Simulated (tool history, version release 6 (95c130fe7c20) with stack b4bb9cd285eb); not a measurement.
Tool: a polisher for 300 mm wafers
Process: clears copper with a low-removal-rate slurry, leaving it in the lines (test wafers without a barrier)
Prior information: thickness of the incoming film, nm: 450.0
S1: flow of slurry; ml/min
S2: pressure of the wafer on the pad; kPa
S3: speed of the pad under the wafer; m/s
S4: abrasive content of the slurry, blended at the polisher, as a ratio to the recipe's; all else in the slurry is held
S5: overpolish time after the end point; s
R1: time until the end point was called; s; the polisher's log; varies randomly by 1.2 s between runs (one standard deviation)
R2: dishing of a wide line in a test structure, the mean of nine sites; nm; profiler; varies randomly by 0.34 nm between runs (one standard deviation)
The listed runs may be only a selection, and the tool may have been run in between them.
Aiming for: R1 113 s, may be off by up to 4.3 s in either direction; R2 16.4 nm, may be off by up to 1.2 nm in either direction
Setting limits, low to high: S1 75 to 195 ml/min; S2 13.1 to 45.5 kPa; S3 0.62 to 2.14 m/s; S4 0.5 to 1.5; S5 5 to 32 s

run	hour	S1	S2	S3	S4	S5	R1	R2
1	0	125	29	1.38	1	16	82.35	21.203
2	8.1	125	29	1.38	1	18	82.867	21.619
3	16.9	125	29	1.38	1	11	83.636	19.825
4	23.3	120	26.2	1.38	1	9	91.511	17.177
5	31	115	24.1	1.36	1	11	102.85	17.504
6	37.6	110	23.4	1.36	1	11	107.63	17.657
7	38.9	105	23.4	1.36	1	10	108.16	16.593
8	45.3	95	22.1	1.36	1	11	117.69	16.651

Below are 5 possible settings for the next run. Only one of them brings all results inside the allowed miss of their targets. Which is it?
A	51.7	100	29	0.92	1.1	9	?	?
B	51.7	140	20.7	1.38	0.85	10	?	?
C	51.7	100	17.2	1.66	1.1	11	?	?
D	51.7	105	19.3	1.42	1.1	11	?	?
E	51.7	75	16.5	1.92	0.9	11	?	?

move	R1	R2
A	130	14.374
B	116.08	15.953
C	121.02	16.237
D	124.74	16.087
E	123.45	16.063
A: further off than the last run
B: in spec on every target
C: further off than the last run
D: further off than the last run
E: further off than the last run
The right move is B.
